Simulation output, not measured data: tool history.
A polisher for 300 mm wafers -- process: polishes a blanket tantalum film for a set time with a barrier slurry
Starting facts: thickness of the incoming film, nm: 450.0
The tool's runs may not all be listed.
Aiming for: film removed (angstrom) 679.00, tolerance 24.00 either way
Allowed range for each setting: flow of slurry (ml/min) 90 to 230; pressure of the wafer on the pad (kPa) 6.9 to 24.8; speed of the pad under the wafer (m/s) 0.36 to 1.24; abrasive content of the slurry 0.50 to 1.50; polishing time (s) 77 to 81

| run | hour | flow of slurry (ml/min) | pressure of the wafer on the pad (kPa) | speed of the pad under the wafer (m/s) | abrasive content of the slurry | polishing time (s) | film removed (angstrom) |
|---|---|---|---|---|---|---|---|
| 1 | 0.0 | 150 | 15.9 | 0.80 | 1.00 | 77 | 988.11 |
| 2 | 6.7 | 150 | 14.5 | 0.80 | 1.00 | 77 | 925.32 |
| 3 | 12.8 | 170 | 14.5 | 0.80 | 1.00 | 77 | 935.97 |
| 4 | 18.0 | 170 | 13.1 | 0.80 | 1.00 | 77 | 856.22 |
| 5 | 26.1 | 170 | 13.1 | 0.80 | 1.00 | 77 | 859.63 |
|  | 34.9 | head pressure recalibrated |
| 6 | 34.9 | 170 | 12.4 | 0.80 | 1.00 | 77 | 901.07 |
| 7 | 41.5 | 170 | 11.7 | 0.76 | 1.00 | 77 | 824.81 |
| 8 | 46.2 | 170 | 11.0 | 0.74 | 1.00 | 77 | 753.69 |
| 9 | 54.9 | 170 | 10.3 | 0.74 | 1.00 | 77 | 722.61 |

Consider the 4 candidate settings below. Which is the only one whose results all fall within their allowed miss of target?
| A | 63.6 | 170 | 9.7 | 0.82 | 0.90 | 81 | ? |
| B | 63.6 | 165 | 12.4 | 0.70 | 0.70 | 78 | ? |
| C | 63.6 | 180 | 10.3 | 0.74 | 1.00 | 81 | ? |
| D | 63.6 | 190 | 9.0 | 0.88 | 0.95 | 81 | ? |

| move | film removed (angstrom) |
|---|---|
| A | 769.76 |
| B | 689.24 |
| C | 778.40 |
| D | 806.49 |
A: misses by more than the last run did
B: every result lands within tolerance
C: misses by more than the last run did
D: misses by more than the last run did
Go with B: it meets all targets.
